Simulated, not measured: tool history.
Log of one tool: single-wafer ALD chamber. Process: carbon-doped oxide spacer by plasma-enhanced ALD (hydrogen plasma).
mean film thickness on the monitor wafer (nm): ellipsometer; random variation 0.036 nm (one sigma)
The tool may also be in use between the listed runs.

run  hour  heater temperature setpoint (deg C)  number of ALD cycles (cycles)  mean film thickness on the monitor wafer (nm)
  1   0.0                                  375                            329                                         16.653
  2   8.8                                  375                            335                                         16.905
  3  10.2                                  380                            335                                         16.923
  4  12.4                                  386                            335                                         16.915
  5  18.2                                  386                            339                                         17.175
  6  22.5                                  386                            342                                         17.291

Run 7 comes next. What will it give?
  7  28.1                                  386                            344                                              ?

Run 7 gave mean film thickness on the monitor wafer (nm) 17.416.
